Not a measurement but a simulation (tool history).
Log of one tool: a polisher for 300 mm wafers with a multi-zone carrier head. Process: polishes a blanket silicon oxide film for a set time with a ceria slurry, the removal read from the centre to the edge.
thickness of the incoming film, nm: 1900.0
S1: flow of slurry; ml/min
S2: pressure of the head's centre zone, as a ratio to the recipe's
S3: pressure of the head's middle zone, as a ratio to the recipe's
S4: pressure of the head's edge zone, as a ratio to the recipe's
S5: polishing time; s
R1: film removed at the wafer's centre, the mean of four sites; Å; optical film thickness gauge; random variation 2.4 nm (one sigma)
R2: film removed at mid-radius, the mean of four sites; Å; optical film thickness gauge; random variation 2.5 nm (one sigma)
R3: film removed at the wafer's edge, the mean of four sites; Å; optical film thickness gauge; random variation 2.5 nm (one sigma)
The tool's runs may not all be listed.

run	hour	S1	S2	S3	S4	S5	R1	R2	R3
1	0	250	1	1	1	39	1389.8	1300.6	1387.8
2	1.2	255	0.99	1.04	1.01	41	1450.2	1448.7	1486.8
3	7.6	260	1	1.07	1.02	42	1461.5	1546.3	1528.5
4	14.2	260	1.05	1.07	1.02	42	1539.1	1531.7	1514
5	16	260	1.05	1	1.02	42	1557.3	1464.6	1485.5
6	20.9	260	1.05	1	1.02	37	1358.6	1265.8	1316.2
7	29.2	270	1.05	1.03	1.03	39	1452.9	1383.4	1367.5
8	34.4	270	1.04	1.05	1.04	41	1525.4	1501.6	1474.5
9	40.3	270	1.03	1.07	1.05	42	1578.2	1559.9	1509
10	42.4	270	1.02	1.09	1.04	43	1571.3	1612.5	1571.9

The next listed run, before its measurement:
11	46.3	275	1.01	1.11	1.04	44	?	?	?

R1: 1591.5 Å
R2: 1679.9 Å
R3: 1584.9 Å
